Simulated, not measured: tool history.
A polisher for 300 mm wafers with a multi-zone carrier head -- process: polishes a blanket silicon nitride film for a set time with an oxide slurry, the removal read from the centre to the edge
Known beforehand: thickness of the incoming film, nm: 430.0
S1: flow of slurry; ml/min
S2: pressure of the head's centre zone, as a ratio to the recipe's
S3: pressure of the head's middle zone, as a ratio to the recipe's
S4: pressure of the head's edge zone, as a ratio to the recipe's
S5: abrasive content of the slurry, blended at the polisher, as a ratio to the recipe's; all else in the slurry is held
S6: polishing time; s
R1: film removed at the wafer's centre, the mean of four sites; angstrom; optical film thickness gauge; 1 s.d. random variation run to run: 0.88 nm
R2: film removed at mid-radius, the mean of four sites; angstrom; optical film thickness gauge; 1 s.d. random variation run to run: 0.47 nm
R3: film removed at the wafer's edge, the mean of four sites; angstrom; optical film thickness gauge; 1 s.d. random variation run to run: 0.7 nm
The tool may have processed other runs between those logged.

run 1 hour=0 | S1=155 S2=1 S3=1 S4=1 S5=1 S6=84 | R1=663.87 R2=675.9 R3=694.79
run 2 hour=5.9 | S1=155 S2=1 S3=1 S4=1 S5=1.2 S6=84 | R1=745 R2=744.49 R3=734.51
run 3 hour=7.6 | S1=155 S2=0.94 S3=1 S4=1 S5=1.2 S6=84 | R1=715.98 R2=742.39 R3=735.47
run 4 hour=12 | S1=155 S2=1 S3=0.97 S4=0.96 S5=1.1 S6=82 | R1=698.52 R2=685.81 R3=676.87
run 5 hour=17.9 | S1=155 S2=1 S3=0.97 S4=0.96 S5=0.9 S6=82 | R1=645.59 R2=630.2 R3=624.13
run 6 hour=21.8 | S1=150 S2=1.02 S3=0.93 S4=0.95 S5=0.85 S6=82 | R1=636.25 R2=586.09 R3=619.84
run 7 hour=23.2 | S1=145 S2=1.04 S3=0.91 S4=0.92 S5=0.8 S6=82 | R1=600.77 R2=553.34 R3=568.37
run 8 hour=25.7 | S1=145 S2=1.07 S3=0.89 S4=0.91 S5=0.8 S6=82 | R1=630.49 R2=540.05 R3=573.46
run 9 hour=33.6 | S1=140 S2=1.08 S3=0.88 S4=0.9 S5=0.8 S6=82 | R1=640.06 R2=529.77 R3=573.04

Expected results for the next run?
run 10 hour=39.4 | S1=135 S2=1.09 S3=0.88 S4=0.89 S5=0.8 S6=82 | R1=? R2=? R3=?

{"run 10": {"R1": 644.15, "R2": 543.29, "R3": 561.3}}
